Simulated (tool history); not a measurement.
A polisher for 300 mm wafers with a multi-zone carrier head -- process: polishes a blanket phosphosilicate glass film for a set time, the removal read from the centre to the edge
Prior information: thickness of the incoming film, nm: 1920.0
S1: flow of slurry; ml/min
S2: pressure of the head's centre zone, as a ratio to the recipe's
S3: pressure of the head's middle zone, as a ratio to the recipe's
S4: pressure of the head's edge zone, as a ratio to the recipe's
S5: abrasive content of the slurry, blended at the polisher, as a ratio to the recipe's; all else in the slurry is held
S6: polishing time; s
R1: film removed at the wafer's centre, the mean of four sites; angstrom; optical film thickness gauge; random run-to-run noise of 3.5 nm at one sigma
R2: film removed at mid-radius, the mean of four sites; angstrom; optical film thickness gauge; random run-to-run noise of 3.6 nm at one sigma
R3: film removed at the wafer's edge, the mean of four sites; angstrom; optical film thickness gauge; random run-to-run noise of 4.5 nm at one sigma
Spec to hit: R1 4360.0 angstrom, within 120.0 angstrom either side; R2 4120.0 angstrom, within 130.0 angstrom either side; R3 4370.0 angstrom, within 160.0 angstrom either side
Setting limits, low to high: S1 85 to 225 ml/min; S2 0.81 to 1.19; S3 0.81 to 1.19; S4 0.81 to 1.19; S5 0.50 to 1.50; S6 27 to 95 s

{"run": 1, "hour": 0.0, "S1": 145, "S2": 1.0, "S3": 1.0, "S4": 1.0, "S5": 1.0, "S6": 61, "R1": 3262.3, "R2": 3294.2, "R3": 3341.9}
{"run": 2, "hour": 1.2, "S1": 150, "S2": 1.01, "S3": 1.0, "S4": 1.03, "S5": 1.05, "S6": 61, "R1": 3405.3, "R2": 3296.6, "R3": 3454.9}
{"run": 3, "hour": 3.0, "S1": 150, "S2": 1.01, "S3": 1.0, "S4": 1.03, "S5": 0.95, "S6": 61, "R1": 3259.6, "R2": 3242.3, "R3": 3312.0}
{"run": 4, "hour": 5.2, "S1": 125, "S2": 1.01, "S3": 1.0, "S4": 1.03, "S5": 0.95, "S6": 61, "R1": 3104.9, "R2": 3148.1, "R3": 3258.9}
{"run": 5, "hour": 13.4, "S1": 125, "S2": 1.01, "S3": 1.0, "S4": 1.03, "S5": 0.95, "S6": 53, "R1": 2663.0, "R2": 2692.1, "R3": 2796.9}
{"run": 6, "hour": 20.1, "S1": 130, "S2": 1.02, "S3": 1.02, "S4": 1.05, "S5": 1.05, "S6": 54, "R1": 2915.1, "R2": 2973.8, "R3": 3022.4}
{"run": 7, "hour": 26.8, "S1": 135, "S2": 1.03, "S3": 1.02, "S4": 1.07, "S5": 1.15, "S6": 55, "R1": 3157.4, "R2": 3141.1, "R3": 3333.2}
{"run": 8, "hour": 28.4, "S1": 140, "S2": 1.04, "S3": 1.04, "S4": 1.09, "S5": 1.2, "S6": 55, "R1": 3298.8, "R2": 3300.8, "R3": 3361.5}
{"run": 9, "hour": 32.2, "S1": 145, "S2": 1.04, "S3": 1.04, "S4": 1.1, "S5": 1.25, "S6": 56, "R1": 3410.4, "R2": 3429.7, "R3": 3530.3}

Which single option among these 5 for the next run brings every result within its allowed miss of target? Just one does.
{"run": "A", "hour": 36.0, "S1": 165, "S2": 1.16, "S3": 1.02, "S4": 1.15, "S5": 1.25, "S6": 69, "R1": "?", "R2": "?", "R3": "?"}
{"run": "B", "hour": 36.0, "S1": 125, "S2": 0.95, "S3": 0.98, "S4": 1.15, "S5": 1.25, "S6": 50, "R1": "?", "R2": "?", "R3": "?"}
{"run": "C", "hour": 36.0, "S1": 220, "S2": 1.02, "S3": 0.96, "S4": 1.06, "S5": 1.05, "S6": 72, "R1": "?", "R2": "?", "R3": "?"}
{"run": "D", "hour": 36.0, "S1": 140, "S2": 1.1, "S3": 0.96, "S4": 1.1, "S5": 1.4, "S6": 72, "R1": "?", "R2": "?", "R3": "?"}
{"run": "E", "hour": 36.0, "S1": 155, "S2": 1.01, "S3": 1.19, "S4": 1.01, "S5": 1.25, "S6": 45, "R1": "?", "R2": "?", "R3": "?"}

move=A R1=4779.8 R2=4270.4 R3=4541.9
move=B R1=2664.5 R2=2838.7 R3=3169.2
move=C R1=4248.8 R2=4089.3 R3=4342.5
move=D R1=4783.1 R2=4304.0 R3=4751.1
move=E R1=2681.5 R2=3146.8 R3=2747.5
A: takes the result that was furthest off past its target
B: the biggest miss grows against the last run
C: every result lands within tolerance
D: takes the result that was furthest off past its target
E: the biggest miss grows against the last run
The move that meets every target is C.
